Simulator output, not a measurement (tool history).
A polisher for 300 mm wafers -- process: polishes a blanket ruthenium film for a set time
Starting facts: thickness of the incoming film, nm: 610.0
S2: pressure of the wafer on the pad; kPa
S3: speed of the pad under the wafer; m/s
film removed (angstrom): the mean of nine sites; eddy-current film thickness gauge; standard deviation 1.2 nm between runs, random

run 1 hour=0.0 | flow_of_slurry_(ml/min)=210 S2=14.5 S3=1.06 polishing_time_(s)=101 | film_removed_(angstrom)=1431.1
run 2 hour=7.7 | flow_of_slurry_(ml/min)=210 S2=14.5 S3=1.06 polishing_time_(s)=101 | film_removed_(angstrom)=1390.2
run 3 hour=8.5 | flow_of_slurry_(ml/min)=210 S2=13.8 S3=1.06 polishing_time_(s)=101 | film_removed_(angstrom)=1332.1
run 4 hour=13.7 | flow_of_slurry_(ml/min)=210 S2=17.2 S3=1.06 polishing_time_(s)=101 | film_removed_(angstrom)=1610.1
run 5 hour=20.2 | flow_of_slurry_(ml/min)=210 S2=17.2 S3=1.06 polishing_time_(s)=101 | film_removed_(angstrom)=1619.1
run 6 hour=22.0 | flow_of_slurry_(ml/min)=190 S2=17.2 S3=1.06 polishing_time_(s)=101 | film_removed_(angstrom)=1578.8
run 7 hour=23.0 | flow_of_slurry_(ml/min)=185 S2=15.9 S3=1.06 polishing_time_(s)=101 | film_removed_(angstrom)=1491.2
run 8 hour=24.6 | flow_of_slurry_(ml/min)=185 S2=14.5 S3=1.06 polishing_time_(s)=101 | film_removed_(angstrom)=1396.0
run 9 hour=28.1 | flow_of_slurry_(ml/min)=185 S2=13.8 S3=1.06 polishing_time_(s)=101 | film_removed_(angstrom)=1314.0
run 10 hour=34.2 | flow_of_slurry_(ml/min)=185 S2=13.1 S3=1.06 polishing_time_(s)=101 | film_removed_(angstrom)=1273.1
run 11 hour=38.3 | flow_of_slurry_(ml/min)=185 S2=12.4 S3=1.06 polishing_time_(s)=101 | film_removed_(angstrom)=1217.9

Run 12 has not been measured yet. What should we expect?
run 12 hour=41.6 | flow_of_slurry_(ml/min)=185 S2=11.7 S3=1.06 polishing_time_(s)=101 | film_removed_(angstrom)=?

Run 12 came out at film removed (angstrom) 1170.1.
